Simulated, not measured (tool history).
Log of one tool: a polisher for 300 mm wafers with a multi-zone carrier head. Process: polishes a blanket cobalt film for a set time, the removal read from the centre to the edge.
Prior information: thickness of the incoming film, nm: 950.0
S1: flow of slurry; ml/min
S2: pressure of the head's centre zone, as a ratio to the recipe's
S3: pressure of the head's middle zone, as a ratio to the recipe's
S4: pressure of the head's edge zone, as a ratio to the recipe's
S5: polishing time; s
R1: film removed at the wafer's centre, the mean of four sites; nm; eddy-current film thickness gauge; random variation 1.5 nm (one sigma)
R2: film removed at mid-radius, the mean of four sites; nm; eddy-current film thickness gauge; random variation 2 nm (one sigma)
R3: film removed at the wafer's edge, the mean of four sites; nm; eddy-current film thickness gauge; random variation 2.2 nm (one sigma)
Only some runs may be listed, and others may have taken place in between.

run  hour   S1    S2    S3    S4  S5      R1      R2      R3
  1     0  145     1     1     1  73  244.77  254.82   263.3
  2   1.4  140  0.98  1.03  0.95  67  219.22  234.38   233.9
  3   3.8  140  0.98  1.03  1.01  67  220.43   235.3  240.31
  4  11.6  135  0.96  1.07  0.96  64  204.71  237.18  223.28
  5  16.1  130  0.95  1.08  0.93  61  192.27  220.02  208.32
  6  18.1  125  0.94   1.1   0.9  60  185.49  221.57  203.12
  7  25.2  120  0.94  1.11  0.88  59  183.53  219.17  195.19

What will run 8 give?
  8  31.2  115  0.93  1.12  0.86  59   ?   ?   ?

{"run 8": {"R1": 176.07, "R2": 217.15, "R3": 191.19}}
